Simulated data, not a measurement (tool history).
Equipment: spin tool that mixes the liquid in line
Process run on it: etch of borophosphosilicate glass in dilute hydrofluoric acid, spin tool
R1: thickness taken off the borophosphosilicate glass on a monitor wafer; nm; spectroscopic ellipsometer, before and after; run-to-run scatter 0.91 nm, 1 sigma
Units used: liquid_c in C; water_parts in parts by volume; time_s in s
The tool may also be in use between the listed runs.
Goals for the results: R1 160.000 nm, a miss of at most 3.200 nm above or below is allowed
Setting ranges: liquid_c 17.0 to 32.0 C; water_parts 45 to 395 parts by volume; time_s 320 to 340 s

{"run": 1, "day": 0.0, "liquid_c": 24.0, "water_parts": 220, "time_s": 320, "R1": 50.472}
{"run": 2, "day": 0.271, "liquid_c": 24.0, "water_parts": 255, "time_s": 320, "R1": 42.17}
{"run": 3, "day": 0.312, "liquid_c": 24.0, "water_parts": 325, "time_s": 320, "R1": 30.614}
{"run": 4, "day": 0.375, "liquid_c": 26.0, "water_parts": 325, "time_s": 320, "R1": 33.258}
{"run": 5, "day": 0.704, "liquid_c": 28.0, "water_parts": 240, "time_s": 320, "R1": 52.513}
{"run": 6, "day": 0.983, "liquid_c": 28.0, "water_parts": 240, "time_s": 320, "R1": 52.347}
{"run": 7, "day": 1.042, "liquid_c": 32.0, "water_parts": 150, "time_s": 320, "R1": 108.26}
{"run": 8, "day": 1.112, "liquid_c": 32.0, "water_parts": 130, "time_s": 320, "R1": 126.87}
{"run": 9, "day": 1.375, "liquid_c": 32.0, "water_parts": 120, "time_s": 320, "R1": 138.02}
{"run": 10, "day": 1.704, "liquid_c": 32.0, "water_parts": 115, "time_s": 320, "R1": 147.14}
{"run": 11, "day": 1.796, "liquid_c": 32.0, "water_parts": 110, "time_s": 320, "R1": 155.96}
{"run": 12, "day": 1.883, "liquid_c": 32.0, "water_parts": 105, "time_s": 320, "R1": 164.83}

Exactly one of the 5 candidate moves below puts every result within its allowed miss. Which one?
{"run": "A", "day": 1.971, "liquid_c": 31.5, "water_parts": 105, "time_s": 320, "R1": "?"}
{"run": "B", "day": 1.971, "liquid_c": 32.0, "water_parts": 105, "time_s": 335, "R1": "?"}
{"run": "C", "day": 1.971, "liquid_c": 31.0, "water_parts": 100, "time_s": 330, "R1": "?"}
{"run": "D", "day": 1.971, "liquid_c": 32.0, "water_parts": 105, "time_s": 330, "R1": "?"}
{"run": "E", "day": 1.971, "liquid_c": 32.0, "water_parts": 105, "time_s": 325, "R1": "?"}

move=A R1=162.490
move=B R1=173.300
move=C R1=173.900
move=D R1=170.710
move=E R1=168.130
A: all results in spec
B: misses by more than the last run did
C: misses by more than the last run did
D: misses by more than the last run did
E: misses by more than the last run did
Go with A: it meets all targets.
